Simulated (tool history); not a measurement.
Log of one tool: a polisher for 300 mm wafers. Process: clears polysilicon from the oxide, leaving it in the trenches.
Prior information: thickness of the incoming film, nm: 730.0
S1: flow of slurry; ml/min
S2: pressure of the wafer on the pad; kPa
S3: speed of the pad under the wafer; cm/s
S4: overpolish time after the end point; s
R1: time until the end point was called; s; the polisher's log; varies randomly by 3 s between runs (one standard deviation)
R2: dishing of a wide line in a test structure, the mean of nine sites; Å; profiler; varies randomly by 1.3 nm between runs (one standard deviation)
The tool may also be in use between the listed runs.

{"run": 1, "hour": 0.0, "S1": 300, "S2": 11.7, "S3": 118, "S4": 26, "R1": 69.078, "R2": 660.99}
{"run": 2, "hour": 1.5, "S1": 300, "S2": 11.7, "S3": 100, "S4": 26, "R1": 80.78, "R2": 622.92}
{"run": 3, "hour": 4.9, "S1": 300, "S2": 11.7, "S3": 100, "S4": 20, "R1": 78.476, "R2": 616.99}
{"run": 4, "hour": 10.7, "S1": 300, "S2": 11, "S3": 98, "S4": 23, "R1": 83.535, "R2": 632.24}
{"run": 5, "hour": 15.4, "S1": 300, "S2": 11, "S3": 82, "S4": 23, "R1": 96.831, "R2": 600.21}
{"run": 6, "hour": 20.6, "S1": 300, "S2": 11, "S3": 104, "S4": 23, "R1": 81.103, "R2": 607.73}
{"run": 7, "hour": 24.7, "S1": 300, "S2": 10.3, "S3": 98, "S4": 27, "R1": 89.292, "R2": 617.75}
{"run": 8, "hour": 32.6, "S1": 295, "S2": 9.7, "S3": 94, "S4": 31, "R1": 102.42, "R2": 613.15}
{"run": 9, "hour": 38.3, "S1": 295, "S2": 9, "S3": 94, "S4": 33, "R1": 107.52, "R2": 643.17}
{"run": 10, "hour": 46.2, "S1": 290, "S2": 5.5, "S3": 78, "S4": 20, "R1": 194.06, "R2": 431.03}

Expected results for the next run?
{"run": 11, "hour": 49.5, "S1": 290, "S2": 5.5, "S3": 76, "S4": 24, "R1": "?", "R2": "?"}

Run 11 measured R1 196.28 s, R2 462.99 Å.
